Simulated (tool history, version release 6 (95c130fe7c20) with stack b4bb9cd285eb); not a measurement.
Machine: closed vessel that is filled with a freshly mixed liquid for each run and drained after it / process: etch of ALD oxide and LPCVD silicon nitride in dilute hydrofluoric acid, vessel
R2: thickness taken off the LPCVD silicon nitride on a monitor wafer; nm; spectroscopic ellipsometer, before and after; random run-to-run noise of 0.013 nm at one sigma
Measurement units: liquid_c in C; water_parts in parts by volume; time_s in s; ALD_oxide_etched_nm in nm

run 1 hour=0.0 | liquid_c=24 water_parts=105 time_s=280 | ALD_oxide_etched_nm=32.282 R2=1.09450
run 2 hour=9.0 | liquid_c=27 water_parts=105 time_s=280 | ALD_oxide_etched_nm=35.711 R2=1.34270
run 3 hour=13.4 | liquid_c=27 water_parts=70 time_s=280 | ALD_oxide_etched_nm=56.895 R2=1.96790
run 4 hour=17.2 | liquid_c=27 water_parts=85 time_s=280 | ALD_oxide_etched_nm=44.941 R2=1.69330
run 5 hour=24.8 | liquid_c=26 water_parts=90 time_s=280 | ALD_oxide_etched_nm=40.425 R2=1.44940
run 6 hour=27.0 | liquid_c=25 water_parts=95 time_s=280 | ALD_oxide_etched_nm=36.835 R2=1.35700
run 7 hour=32.8 | liquid_c=21 water_parts=135 time_s=225 | ALD_oxide_etched_nm=17.432 R2=0.60522
run 8 hour=41.0 | liquid_c=17 water_parts=130 time_s=215 | ALD_oxide_etched_nm=14.570 R2=0.44316

Run 9 has not been measured yet. What should we expect?
run 9 hour=49.9 | liquid_c=17 water_parts=125 time_s=210 | ALD_oxide_etched_nm=? R2=?

Run 9 came out at ALD_oxide_etched_nm 14.969 nm, R2 0.44887 nm.
